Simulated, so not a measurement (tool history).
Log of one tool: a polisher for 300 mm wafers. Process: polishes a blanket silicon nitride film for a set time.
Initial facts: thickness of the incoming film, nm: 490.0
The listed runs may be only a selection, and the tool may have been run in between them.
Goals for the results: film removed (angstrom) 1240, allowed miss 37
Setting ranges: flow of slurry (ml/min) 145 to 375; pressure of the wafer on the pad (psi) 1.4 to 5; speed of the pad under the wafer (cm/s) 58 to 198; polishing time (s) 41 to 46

run  hour  flow of slurry (ml/min)  pressure of the wafer on the pad (psi)  speed of the pad under the wafer (cm/s)  polishing time (s)  film removed (angstrom)
  1     0                      240                                     3.2                                      128                  46                   858.43
  2   8.9                      240                                     3.2                                      102                  46                   731.07
  3  13.7                      290                                     3.2                                      102                  46                   740.24
  4  18.6                      290                                     3.6                                      102                  46                   826.51
     22.8  -- head pressure recalibrated
  5  22.8                      290                                     4.2                                      102                  46                    872.3
  6  31.2                      295                                     4.4                                      110                  46                   950.06
  7  37.8                      295                                     4.5                                      116                  46                   1013.7
  8  38.8                      295                                     4.6                                      120                  46                   1077.6
  9  44.4                      305                                       5                                      122                  46                   1179.1

Which one of the following 4 next-run settings gets every result inside its allowed miss? There is exactly one.
  A    50                      320                                       5                                      116                  45                        ?
  B    50                      325                                       5                                      128                  46                        ?
  C    50                      290                                       5                                      120                  46                        ?
  D    50                      285                                     4.2                                      134                  46                        ?

move  film removed (angstrom)
   A                   1116.7
   B                   1232.1
   C                   1161.7
   D                   1067.7
A: moves away from the targets compared with the last run
B: all results land within tolerance of their targets
C: moves away from the targets compared with the last run
D: moves away from the targets compared with the last run
Move B is the one to make.
